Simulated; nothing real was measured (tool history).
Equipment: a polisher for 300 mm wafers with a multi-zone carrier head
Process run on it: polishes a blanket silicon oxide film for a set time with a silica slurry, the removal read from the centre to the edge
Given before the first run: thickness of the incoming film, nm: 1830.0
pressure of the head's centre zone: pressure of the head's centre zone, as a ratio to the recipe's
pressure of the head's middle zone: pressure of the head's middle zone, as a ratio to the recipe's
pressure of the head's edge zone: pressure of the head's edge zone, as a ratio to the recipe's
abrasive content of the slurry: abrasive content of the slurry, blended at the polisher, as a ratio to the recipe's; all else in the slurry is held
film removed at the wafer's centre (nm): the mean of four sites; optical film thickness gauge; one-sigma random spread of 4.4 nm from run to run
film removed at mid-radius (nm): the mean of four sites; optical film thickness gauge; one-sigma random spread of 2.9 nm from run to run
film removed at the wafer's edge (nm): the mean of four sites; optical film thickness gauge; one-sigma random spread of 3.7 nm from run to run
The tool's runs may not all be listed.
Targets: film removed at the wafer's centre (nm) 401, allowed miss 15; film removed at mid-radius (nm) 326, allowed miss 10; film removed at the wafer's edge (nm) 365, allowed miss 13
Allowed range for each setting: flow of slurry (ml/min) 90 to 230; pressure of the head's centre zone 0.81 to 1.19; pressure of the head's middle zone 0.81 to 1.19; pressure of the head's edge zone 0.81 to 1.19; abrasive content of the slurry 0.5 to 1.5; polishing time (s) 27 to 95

run,day,flow of slurry (ml/min),pressure of the head's centre zone,pressure of the head's middle zone,pressure of the head's edge zone,abrasive content of the slurry,polishing time (s),film removed at the wafer's centre (nm),film removed at mid-radius (nm),film removed at the wafer's edge (nm)
1,0,150,1,1,1,1,61,261.25,259.51,269.89
2,0.154,150,0.95,1,1,1,61,247.29,258.78,269.9
3,0.279,150,0.95,1,1,1.1,61,259.74,271.9,277.01
4,0.475,150,0.95,1,1,1.1,48,206.39,211.87,217.42
5,0.629,160,1.01,0.98,1.05,1.25,52,250.75,236.64,252.8
6,0.979,165,1.05,0.98,1.08,1.35,56,289.47,267.45,289
7,1.329,175,1.09,0.98,1.1,1.4,58,318.65,282.76,306.06
8,1.55,180,1.12,0.98,1.12,1.45,60,350.63,300.59,326.08
9,1.762,185,1.13,0.97,1.14,1.45,61,358.39,306.38,333.88
10,2.138,190,1.14,0.96,1.15,1.45,62,371.77,306.11,342.28
11,2.2,195,1.15,0.96,1.16,1.45,62,376.26,311.15,342.73

4 candidate next runs follow, results not yet known. Just one meets every target within its allowed miss. Identify it.
A,2.262,145,1.17,0.85,1.12,1.5,68,?,?,?
B,2.262,190,1.19,0.92,1.08,1.5,63,?,?,?
C,2.262,195,1.17,0.9,1.19,1.35,66,?,?,?
D,2.262,145,1.18,0.98,1.17,1.4,69,?,?,?

move,film removed at the wafer's centre (nm),film removed at mid-radius (nm),film removed at the wafer's edge (nm)
A,400.41,293.89,361.86
B,396.38,303.5,340.85
C,394.48,301.57,357.92
D,400.13,327.43,363.72
A: the furthest-off result lands on target, but another misses its tolerance
B: its largest miss is bigger than the last run's
C: the furthest-off result lands on target, but another misses its tolerance
D: each result inside its tolerance
So the answer is move D, the one that meets all the targets.

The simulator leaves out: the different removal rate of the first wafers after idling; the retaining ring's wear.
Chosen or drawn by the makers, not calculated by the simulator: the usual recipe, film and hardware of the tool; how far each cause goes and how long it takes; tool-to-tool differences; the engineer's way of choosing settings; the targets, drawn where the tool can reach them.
